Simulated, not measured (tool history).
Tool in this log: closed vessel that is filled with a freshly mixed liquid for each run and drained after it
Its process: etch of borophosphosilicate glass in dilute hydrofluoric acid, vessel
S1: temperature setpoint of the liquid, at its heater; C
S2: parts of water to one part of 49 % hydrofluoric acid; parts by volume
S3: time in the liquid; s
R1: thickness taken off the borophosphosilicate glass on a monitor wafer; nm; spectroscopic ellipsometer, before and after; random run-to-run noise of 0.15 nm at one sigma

run 1 day=0.000 | S1=21.0 S2=80 S3=95 | R1=44.474
run 2 day=0.158 | S1=20.0 S2=85 S3=95 | R1=40.092
run 3 day=0.204 | S1=20.0 S2=60 S3=95 | R1=58.228
run 4 day=0.508 | S1=19.5 S2=70 S3=95 | R1=48.222
run 5 day=0.654 | S1=19.5 S2=95 S3=95 | R1=34.352
run 6 day=1.021 | S1=19.0 S2=95 S3=95 | R1=34.407

Run 7 has not been measured yet. What should we expect?
run 7 day=1.250 | S1=18.5 S2=100 S3=95 | R1=?

{"run 7": {"R1": 31.469}}
